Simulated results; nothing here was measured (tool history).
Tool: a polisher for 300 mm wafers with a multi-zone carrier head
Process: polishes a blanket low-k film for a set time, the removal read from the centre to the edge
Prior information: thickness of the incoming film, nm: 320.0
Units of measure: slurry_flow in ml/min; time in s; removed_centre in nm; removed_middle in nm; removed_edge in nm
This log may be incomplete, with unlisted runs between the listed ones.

{"run": 1, "day": 0.0, "slurry_flow": 170, "centre_zone": 1.0, "middle_zone": 1.0, "edge_zone": 1.0, "slurry_solids": 1.0, "time": 79, "removed_centre": 37.273, "removed_middle": 37.52, "removed_edge": 40.34}
{"run": 2, "day": 0.192, "slurry_flow": 170, "centre_zone": 1.06, "middle_zone": 1.0, "edge_zone": 1.0, "slurry_solids": 1.0, "time": 79, "removed_centre": 39.508, "removed_middle": 36.719, "removed_edge": 40.119}
{"run": 3, "day": 0.321, "slurry_flow": 170, "centre_zone": 1.06, "middle_zone": 1.0, "edge_zone": 1.0, "slurry_solids": 1.0, "time": 99, "removed_centre": 49.293, "removed_middle": 47.103, "removed_edge": 49.586}
{"run": 4, "day": 0.45, "slurry_flow": 170, "centre_zone": 1.06, "middle_zone": 1.0, "edge_zone": 0.94, "slurry_solids": 1.0, "time": 99, "removed_centre": 48.84, "removed_middle": 47.536, "removed_edge": 47.595}
{"run": 5, "day": 0.729, "slurry_flow": 165, "centre_zone": 1.06, "middle_zone": 0.96, "edge_zone": 0.93, "slurry_solids": 0.9, "time": 98, "removed_centre": 45.248, "removed_middle": 43.202, "removed_edge": 44.066}
{"run": 6, "day": 1.029, "slurry_flow": 165, "centre_zone": 1.06, "middle_zone": 0.93, "edge_zone": 0.93, "slurry_solids": 0.9, "time": 98, "removed_centre": 46.662, "removed_middle": 41.081, "removed_edge": 45.875}
{"run": 7, "day": 1.267, "slurry_flow": 160, "centre_zone": 1.06, "middle_zone": 0.92, "edge_zone": 0.91, "slurry_solids": 0.8, "time": 97, "removed_centre": 42.86, "removed_middle": 37.842, "removed_edge": 41.731}
{"run": 8, "day": 1.525, "slurry_flow": 155, "centre_zone": 1.06, "middle_zone": 0.91, "edge_zone": 0.89, "slurry_solids": 0.75, "time": 97, "removed_centre": 41.478, "removed_middle": 35.098, "removed_edge": 38.772}

Run 9 is up next; what results do you expect?
{"run": 9, "day": 1.75, "slurry_flow": 120, "centre_zone": 0.99, "middle_zone": 0.87, "edge_zone": 0.84, "slurry_solids": 0.7, "time": 97, "removed_centre": "?", "removed_middle": "?", "removed_edge": "?"}

{"run 9": {"removed_centre": 35.091, "removed_middle": 31.477, "removed_edge": 35.505}}

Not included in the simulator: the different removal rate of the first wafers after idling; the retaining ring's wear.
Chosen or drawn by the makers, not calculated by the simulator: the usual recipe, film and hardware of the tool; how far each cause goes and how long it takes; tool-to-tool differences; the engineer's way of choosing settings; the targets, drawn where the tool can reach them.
